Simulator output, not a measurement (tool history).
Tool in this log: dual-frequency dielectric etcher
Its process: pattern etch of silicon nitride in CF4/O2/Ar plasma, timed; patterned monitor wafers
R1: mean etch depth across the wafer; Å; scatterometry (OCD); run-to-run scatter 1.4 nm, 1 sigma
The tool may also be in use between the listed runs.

{"run": 1, "day": 0.0, "source power (kW)": 0.43, "bias power (kW)": 0.047, "Ar flow (sccm)": 119, "CF4 flow (sccm)": 112, "etch time (s)": 100.5, "R1": 1609.8}
{"run": 2, "day": 0.342, "source power (kW)": 0.43, "bias power (kW)": 0.047, "Ar flow (sccm)": 119, "CF4 flow (sccm)": 103, "etch time (s)": 100.5, "R1": 1587.8}
{"run": 3, "day": 0.512, "source power (kW)": 0.43, "bias power (kW)": 0.047, "Ar flow (sccm)": 111, "CF4 flow (sccm)": 103, "etch time (s)": 100.5, "R1": 1611.2}
{"run": 4, "day": 0.55, "source power (kW)": 0.43, "bias power (kW)": 0.047, "Ar flow (sccm)": 111, "CF4 flow (sccm)": 103, "etch time (s)": 100.5, "R1": 1614.2}
{"run": 5, "day": 0.621, "source power (kW)": 0.43, "bias power (kW)": 0.041, "Ar flow (sccm)": 111, "CF4 flow (sccm)": 103, "etch time (s)": 100.5, "R1": 1552.7}
{"run": 6, "day": 0.992, "source power (kW)": 0.48, "bias power (kW)": 0.042, "Ar flow (sccm)": 110, "CF4 flow (sccm)": 103, "etch time (s)": 100.5, "R1": 1703.0}
{"run": 7, "day": 1.175, "source power (kW)": 0.51, "bias power (kW)": 0.044, "Ar flow (sccm)": 108, "CF4 flow (sccm)": 104, "etch time (s)": 100.5, "R1": 1810.9}

For run 8, what comes out?
{"day": 1.462, "done": "source power generator calibrated"}
{"run": 8, "day": 1.462, "source power (kW)": 0.54, "bias power (kW)": 0.046, "Ar flow (sccm)": 106, "CF4 flow (sccm)": 105, "etch time (s)": 100.5, "R1": "?"}

{"run 8": {"R1": 1998.7}}
